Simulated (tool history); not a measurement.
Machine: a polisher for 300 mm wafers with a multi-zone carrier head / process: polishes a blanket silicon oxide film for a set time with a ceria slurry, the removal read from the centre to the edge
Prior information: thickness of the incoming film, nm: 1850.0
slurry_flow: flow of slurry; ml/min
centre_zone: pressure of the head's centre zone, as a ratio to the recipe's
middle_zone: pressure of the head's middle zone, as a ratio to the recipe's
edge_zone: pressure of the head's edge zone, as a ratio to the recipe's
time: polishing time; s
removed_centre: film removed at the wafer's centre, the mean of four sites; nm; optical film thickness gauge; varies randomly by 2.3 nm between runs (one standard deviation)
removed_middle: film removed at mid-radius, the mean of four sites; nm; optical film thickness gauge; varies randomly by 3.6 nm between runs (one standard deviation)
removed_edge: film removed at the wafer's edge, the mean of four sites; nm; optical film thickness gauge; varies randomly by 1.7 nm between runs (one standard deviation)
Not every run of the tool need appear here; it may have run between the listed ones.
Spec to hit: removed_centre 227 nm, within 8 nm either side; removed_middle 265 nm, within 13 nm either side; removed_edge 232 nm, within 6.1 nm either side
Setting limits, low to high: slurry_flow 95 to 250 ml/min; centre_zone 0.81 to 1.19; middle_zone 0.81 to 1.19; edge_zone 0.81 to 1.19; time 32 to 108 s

run,hour,slurry_flow,centre_zone,middle_zone,edge_zone,time,removed_centre,removed_middle,removed_edge
1,0,160,1,1,1,70,166.63,170.12,169.18
2,7.3,170,1,1.03,1.02,73,175.88,183.07,177.12
3,14.1,170,1,1.03,0.98,73,180.65,182.6,174.69
4,22,170,1,1.07,0.98,73,177.38,190.4,175.05
# hour 24.5: slurry nozzle cleaned
5,24.5,170,0.96,1.07,0.98,73,180.72,196.88,181.43
6,25.4,170,0.96,1.16,0.98,73,177.53,208.78,179.13
7,30.4,180,0.96,1.16,0.99,75,184.34,219.74,188.36
8,37.8,180,0.96,1.16,0.99,75,188.58,217.56,187.65

Exactly one of the 5 candidate moves below puts every result within its allowed miss. Which one?
A,45.2,205,1.04,0.94,1.19,92,?,?,?
B,45.2,195,0.89,1.17,1.14,88,?,?,?
C,45.2,190,0.98,1.07,1.04,96,?,?,?
D,45.2,205,0.96,1.19,0.94,99,?,?,?
E,45.2,220,0.96,1.15,1.08,89,?,?,?

move,removed_centre,removed_middle,removed_edge
A,249.98,228.41,250.03
B,203.05,261.49,233.72
C,242.86,263.07,247.11
D,248.59,300.64,248.77
E,225.84,264.91,235.22
A: carries the result that was furthest off beyond its target, to the other side
B: brings the result that was furthest off to its target, and leaves another outside
C: carries the result that was furthest off beyond its target, to the other side
D: carries the result that was furthest off beyond its target, to the other side
E: each result inside its tolerance
E meets every target.

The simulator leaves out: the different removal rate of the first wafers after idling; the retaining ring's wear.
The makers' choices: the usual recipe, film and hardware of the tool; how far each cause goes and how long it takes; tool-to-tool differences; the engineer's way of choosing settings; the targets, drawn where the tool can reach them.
